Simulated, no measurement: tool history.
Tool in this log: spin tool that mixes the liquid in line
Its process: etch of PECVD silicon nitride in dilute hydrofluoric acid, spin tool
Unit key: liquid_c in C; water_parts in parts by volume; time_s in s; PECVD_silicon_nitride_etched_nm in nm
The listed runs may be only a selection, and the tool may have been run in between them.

run	hour	liquid_c	water_parts	time_s	PECVD_silicon_nitride_etched_nm
1	0	20	190	280	4.4214
2	2.2	21	190	280	4.7428
3	6.5	21.5	190	280	4.8745
4	9.2	19	190	280	4.1158
5	9.9	17.5	190	280	3.7077
6	17.2	18.5	190	280	4.0046
7	20.9	19.5	190	280	4.2634
8	21.4	20.5	190	280	4.5637

Run 9 comes next. What will it give?
9	30.1	21	190	280	?

PECVD_silicon_nitride_etched_nm: 4.6916 nm
